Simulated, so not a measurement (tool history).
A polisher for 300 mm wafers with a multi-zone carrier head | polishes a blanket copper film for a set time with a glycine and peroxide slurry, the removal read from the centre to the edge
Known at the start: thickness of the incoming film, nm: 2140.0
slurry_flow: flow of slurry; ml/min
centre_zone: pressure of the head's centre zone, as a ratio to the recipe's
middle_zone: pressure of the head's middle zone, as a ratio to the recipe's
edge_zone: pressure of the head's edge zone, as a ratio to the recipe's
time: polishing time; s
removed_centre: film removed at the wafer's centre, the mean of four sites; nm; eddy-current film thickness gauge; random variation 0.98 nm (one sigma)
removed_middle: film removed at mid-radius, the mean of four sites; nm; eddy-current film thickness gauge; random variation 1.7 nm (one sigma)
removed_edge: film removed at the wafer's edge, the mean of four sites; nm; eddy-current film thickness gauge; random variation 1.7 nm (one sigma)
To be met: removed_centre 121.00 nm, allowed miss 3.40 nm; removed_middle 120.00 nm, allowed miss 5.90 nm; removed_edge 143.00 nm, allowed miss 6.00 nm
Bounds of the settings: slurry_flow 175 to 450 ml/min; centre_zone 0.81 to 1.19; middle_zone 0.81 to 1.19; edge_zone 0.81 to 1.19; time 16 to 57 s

{"run": 1, "day": 0.0, "slurry_flow": 290, "centre_zone": 1.0, "middle_zone": 1.0, "edge_zone": 1.0, "time": 36, "removed_centre": 152.18, "removed_middle": 152.97, "removed_edge": 158.37}
{"run": 2, "day": 0.358, "slurry_flow": 255, "centre_zone": 1.0, "middle_zone": 1.0, "edge_zone": 1.0, "time": 36, "removed_centre": 149.76, "removed_middle": 148.64, "removed_edge": 155.24}
{"run": 3, "day": 0.433, "slurry_flow": 255, "centre_zone": 1.0, "middle_zone": 1.06, "edge_zone": 1.0, "time": 36, "removed_centre": 151.29, "removed_middle": 156.27, "removed_edge": 153.1}
{"run": 4, "day": 0.746, "slurry_flow": 250, "centre_zone": 0.99, "middle_zone": 1.03, "edge_zone": 1.0, "time": 36, "removed_centre": 150.86, "removed_middle": 155.13, "removed_edge": 156.18}
{"run": 5, "day": 0.779, "slurry_flow": 250, "centre_zone": 0.99, "middle_zone": 1.03, "edge_zone": 0.95, "time": 36, "removed_centre": 148.95, "removed_middle": 151.79, "removed_edge": 154.2}
{"run": 6, "day": 0.858, "slurry_flow": 180, "centre_zone": 0.99, "middle_zone": 1.03, "edge_zone": 0.95, "time": 36, "removed_centre": 142.59, "removed_middle": 150.59, "removed_edge": 146.38}
{"run": 7, "day": 1.108, "slurry_flow": 185, "centre_zone": 0.98, "middle_zone": 1.0, "edge_zone": 0.95, "time": 36, "removed_centre": 139.75, "removed_middle": 142.88, "removed_edge": 147.24}
{"run": 8, "day": 1.412, "slurry_flow": 185, "centre_zone": 0.97, "middle_zone": 0.99, "edge_zone": 0.95, "time": 36, "removed_centre": 139.29, "removed_middle": 141.05, "removed_edge": 144.03}
{"run": 9, "day": 1.617, "slurry_flow": 190, "centre_zone": 0.95, "middle_zone": 0.97, "edge_zone": 0.96, "time": 36, "removed_centre": 136.41, "removed_middle": 146.11, "removed_edge": 146.0}
{"run": 10, "day": 1.667, "slurry_flow": 175, "centre_zone": 1.01, "middle_zone": 0.87, "edge_zone": 1.06, "time": 29, "removed_centre": 114.64, "removed_middle": 104.95, "removed_edge": 121.81}
{"run": 11, "day": 1.912, "slurry_flow": 185, "centre_zone": 1.0, "middle_zone": 0.87, "edge_zone": 1.08, "time": 29, "removed_centre": 115.81, "removed_middle": 102.05, "removed_edge": 125.77}
{"run": 12, "day": 2.242, "slurry_flow": 195, "centre_zone": 0.99, "middle_zone": 0.89, "edge_zone": 1.09, "time": 29, "removed_centre": 115.27, "removed_middle": 104.48, "removed_edge": 124.62}
{"run": 13, "day": 2.4, "slurry_flow": 205, "centre_zone": 0.98, "middle_zone": 0.9, "edge_zone": 1.1, "time": 29, "removed_centre": 115.55, "removed_middle": 109.27, "removed_edge": 126.88}
{"run": 14, "day": 2.554, "slurry_flow": 215, "centre_zone": 0.97, "middle_zone": 0.9, "edge_zone": 1.11, "time": 29, "removed_centre": 115.13, "removed_middle": 108.91, "removed_edge": 132.06}

4 next moves are on the table. One of them brings every result within its allowed miss. Which?
{"run": "A", "day": 2.708, "slurry_flow": 190, "centre_zone": 1.03, "middle_zone": 0.96, "edge_zone": 1.04, "time": 29, "removed_centre": "?", "removed_middle": "?", "removed_edge": "?"}
{"run": "B", "day": 2.708, "slurry_flow": 235, "centre_zone": 0.93, "middle_zone": 0.92, "edge_zone": 1.15, "time": 31, "removed_centre": "?", "removed_middle": "?", "removed_edge": "?"}
{"run": "C", "day": 2.708, "slurry_flow": 275, "centre_zone": 0.9, "middle_zone": 0.93, "edge_zone": 1.11, "time": 34, "removed_centre": "?", "removed_middle": "?", "removed_edge": "?"}
{"run": "D", "day": 2.708, "slurry_flow": 175, "centre_zone": 1.05, "middle_zone": 1.08, "edge_zone": 0.98, "time": 32, "removed_centre": "?", "removed_middle": "?", "removed_edge": "?"}

move=A removed_centre=118.46 removed_middle=110.23 removed_edge=119.85
move=B removed_centre=120.51 removed_middle=117.74 removed_edge=138.35
move=C removed_centre=131.48 removed_middle=133.01 removed_edge=151.29
move=D removed_centre=130.65 removed_middle=132.24 removed_edge=126.79
A: further off than the last run
B: meets every target
C: takes the result that was furthest off past its target
D: takes the result that was furthest off past its target
Answer: B

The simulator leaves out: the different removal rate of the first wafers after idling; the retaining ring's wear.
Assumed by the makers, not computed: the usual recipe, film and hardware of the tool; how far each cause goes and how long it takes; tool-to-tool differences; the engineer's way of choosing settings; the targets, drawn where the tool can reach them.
